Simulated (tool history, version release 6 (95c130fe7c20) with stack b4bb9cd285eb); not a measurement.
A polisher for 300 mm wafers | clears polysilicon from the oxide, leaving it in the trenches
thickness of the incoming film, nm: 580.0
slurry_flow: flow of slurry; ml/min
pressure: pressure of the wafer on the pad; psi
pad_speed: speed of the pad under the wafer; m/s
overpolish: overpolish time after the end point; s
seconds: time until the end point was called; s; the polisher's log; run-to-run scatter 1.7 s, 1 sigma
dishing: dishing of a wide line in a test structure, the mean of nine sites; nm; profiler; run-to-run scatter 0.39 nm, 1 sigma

run	day	slurry_flow	pressure	pad_speed	overpolish	seconds	dishing
1	0	235	1.9	0.9	10	69.586	37.405
2	0.171	235	1.8	0.86	11	78.871	38.225
3	0.371	280	1.8	0.86	11	76.579	38.89
4	0.433	280	1.4	0.86	11	89.839	35.738
5	0.629	330	1.4	0.86	11	88.922	36.675
6	0.742	330	1.4	0.86	7	88.205	28.887

Run 7 comes next. What will it give?
7	0.792	330	1.3	0.82	8	?	?

seconds: 96.779 s
dishing: 28.856 nm
